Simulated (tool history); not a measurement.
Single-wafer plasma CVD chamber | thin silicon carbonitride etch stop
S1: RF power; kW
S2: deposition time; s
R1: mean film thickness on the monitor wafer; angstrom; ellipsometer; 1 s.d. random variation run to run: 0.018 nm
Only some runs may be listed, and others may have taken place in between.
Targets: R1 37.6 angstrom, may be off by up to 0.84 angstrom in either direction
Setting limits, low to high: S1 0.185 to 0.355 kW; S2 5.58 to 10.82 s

{"run": 1, "hour": 0.0, "S1": 0.27, "S2": 8.2, "R1": 51.383}
{"run": 2, "hour": 1.6, "S1": 0.255, "S2": 7.71, "R1": 47.236}
{"run": 3, "hour": 5.7, "S1": 0.255, "S2": 8.3, "R1": 51.027}
{"run": 4, "hour": 7.8, "S1": 0.23, "S2": 8.3, "R1": 49.868}
{"run": 5, "hour": 10.7, "S1": 0.225, "S2": 7.84, "R1": 46.365}
{"run": 6, "hour": 16.0, "S1": 0.19, "S2": 7.84, "R1": 44.946}
{"run": 7, "hour": 21.4, "S1": 0.19, "S2": 7.53, "R1": 43.081}
{"run": 8, "hour": 22.6, "S1": 0.185, "S2": 6.31, "R1": 35.801}
{"run": 9, "hour": 24.1, "S1": 0.19, "S2": 6.35, "R1": 36.199}
{"run": 10, "hour": 30.1, "S1": 0.195, "S2": 6.38, "R1": 36.623}

5 next moves are on the table. One of them brings every result within its allowed miss. Which?
{"run": "A", "hour": 36.1, "S1": 0.205, "S2": 6.46, "R1": "?"}
{"run": "B", "hour": 36.1, "S1": 0.2, "S2": 6.12, "R1": "?"}
{"run": "C", "hour": 36.1, "S1": 0.185, "S2": 6.15, "R1": "?"}
{"run": "D", "hour": 36.1, "S1": 0.225, "S2": 5.82, "R1": "?"}
{"run": "E", "hour": 36.1, "S1": 0.185, "S2": 6.09, "R1": "?"}

move=A R1=37.783
move=B R1=35.578
move=C R1=35.081
move=D R1=34.835
move=E R1=34.739
A: hits every target within its allowed miss
B: moves away from the targets compared with the last run
C: moves away from the targets compared with the last run
D: moves away from the targets compared with the last run
E: moves away from the targets compared with the last run
A is the move that brings every result within its allowed miss.

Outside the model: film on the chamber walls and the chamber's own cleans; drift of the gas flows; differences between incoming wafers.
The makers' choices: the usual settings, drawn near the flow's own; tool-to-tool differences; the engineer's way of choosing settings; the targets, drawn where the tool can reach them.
